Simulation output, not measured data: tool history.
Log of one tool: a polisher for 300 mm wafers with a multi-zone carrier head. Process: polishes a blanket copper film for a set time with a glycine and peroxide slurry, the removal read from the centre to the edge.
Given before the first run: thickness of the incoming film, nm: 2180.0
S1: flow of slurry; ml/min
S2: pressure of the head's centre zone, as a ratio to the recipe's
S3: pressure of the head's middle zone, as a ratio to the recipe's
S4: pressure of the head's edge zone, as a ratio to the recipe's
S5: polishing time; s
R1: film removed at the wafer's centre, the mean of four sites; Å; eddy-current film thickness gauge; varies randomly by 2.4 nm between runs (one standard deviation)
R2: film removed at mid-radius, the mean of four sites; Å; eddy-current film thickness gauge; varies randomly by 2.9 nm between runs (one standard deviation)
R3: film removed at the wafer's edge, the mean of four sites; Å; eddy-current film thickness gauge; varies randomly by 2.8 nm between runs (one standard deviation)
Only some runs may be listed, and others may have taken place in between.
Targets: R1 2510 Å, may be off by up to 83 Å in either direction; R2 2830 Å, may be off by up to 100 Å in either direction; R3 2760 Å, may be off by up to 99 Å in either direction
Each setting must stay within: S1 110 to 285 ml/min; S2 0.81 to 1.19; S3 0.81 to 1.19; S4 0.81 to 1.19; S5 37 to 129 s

run,day,S1,S2,S3,S4,S5,R1,R2,R3
1,0,180,1,1,1,83,4310,4370.8,4309.7
2,0.071,180,1,0.92,1,83,4363.1,4112.3,4301.8
3,0.25,170,0.95,0.92,0.96,74,3568.2,3630.2,3780.4
4,0.404,170,0.94,0.93,0.92,67,3183.5,3311.8,3316.5
5,0.758,170,0.94,0.93,0.92,85,4130.9,4206.8,4240.9
6,0.854,165,0.92,0.93,0.89,76,3557.8,3755,3695.7
7,1.217,160,0.9,0.92,0.87,70,3200.9,3477.5,3303.5
8,1.533,150,0.88,0.89,0.86,67,3015.2,3217.3,3220.7
9,1.679,145,0.87,0.89,0.85,64,2864.3,3078.3,3052.5
10,1.983,140,0.85,0.89,0.84,62,2616.9,2908.8,2872.1
11,2.179,135,0.85,0.89,0.83,62,2635.4,2953.4,2933.9
12,2.208,140,0.85,0.89,0.83,61,2646.6,2877.3,2852.7

Which single option among these 5 for the next run brings every result within its allowed miss of target? Just one does.
A,2.238,205,0.94,0.99,0.81,55,?,?,?
B,2.238,150,0.92,0.92,0.81,58,?,?,?
C,2.238,145,0.85,0.9,0.83,59,?,?,?
D,2.238,150,0.92,0.91,0.81,62,?,?,?
E,2.238,160,0.9,0.91,0.81,60,?,?,?

move,R1,R2,R3
A,2688.1,2907.9,2648.6
B,2660,2828.5,2719.5
C,2485.9,2829.3,2787.9
D,2843.3,3004.3,2907.3
E,2715.8,2931.3,2830.2
A: the biggest miss grows against the last run
B: the biggest miss grows against the last run
C: in spec on every target
D: the biggest miss grows against the last run
E: the biggest miss grows against the last run
Move C is the one to make.

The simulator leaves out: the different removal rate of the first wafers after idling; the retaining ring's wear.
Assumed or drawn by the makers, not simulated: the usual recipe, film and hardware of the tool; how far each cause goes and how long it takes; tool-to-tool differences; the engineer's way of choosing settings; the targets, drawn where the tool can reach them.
